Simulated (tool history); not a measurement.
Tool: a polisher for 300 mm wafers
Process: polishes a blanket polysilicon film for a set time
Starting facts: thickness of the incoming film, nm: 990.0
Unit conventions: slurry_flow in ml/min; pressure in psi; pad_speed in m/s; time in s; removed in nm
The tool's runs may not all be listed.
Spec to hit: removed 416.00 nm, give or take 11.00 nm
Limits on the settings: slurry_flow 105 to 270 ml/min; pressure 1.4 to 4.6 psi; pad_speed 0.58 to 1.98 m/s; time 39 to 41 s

run 1 hour=0.0 | slurry_flow=175 pressure=3.0 pad_speed=1.28 time=39 | removed=470.36
run 2 hour=1.3 | slurry_flow=170 pressure=2.9 pad_speed=1.28 time=39 | removed=453.60
run 3 hour=9.6 | slurry_flow=170 pressure=2.9 pad_speed=1.04 time=39 | removed=373.87
run 4 hour=17.1 | slurry_flow=180 pressure=3.0 pad_speed=1.04 time=39 | removed=386.49
run 5 hour=24.2 | slurry_flow=180 pressure=3.1 pad_speed=1.04 time=39 | removed=402.94
run 6 hour=30.7 | slurry_flow=185 pressure=3.1 pad_speed=1.04 time=39 | removed=406.13
run 7 hour=35.2 | slurry_flow=190 pressure=3.1 pad_speed=1.04 time=39 | removed=404.94
run 8 hour=36.7 | slurry_flow=190 pressure=3.1 pad_speed=1.04 time=39 | removed=404.68

Which of these 5 next moves meets every target?
run A hour=38.2 | slurry_flow=195 pressure=3.2 pad_speed=0.98 time=39 | removed=?
run B hour=38.2 | slurry_flow=170 pressure=2.8 pad_speed=1.12 time=39 | removed=?
run C hour=38.2 | slurry_flow=185 pressure=2.9 pad_speed=1.08 time=41 | removed=?
run D hour=38.2 | slurry_flow=195 pressure=2.8 pad_speed=1.10 time=39 | removed=?
run E hour=38.2 | slurry_flow=150 pressure=3.2 pad_speed=1.00 time=39 | removed=?

move=A removed=394.18
move=B removed=385.41
move=C removed=410.32
move=D removed=387.06
move=E removed=384.40
A: further off than the last run
B: further off than the last run
C: every result within its allowed miss
D: further off than the last run
E: further off than the last run
Correct choice: C, which meets every target
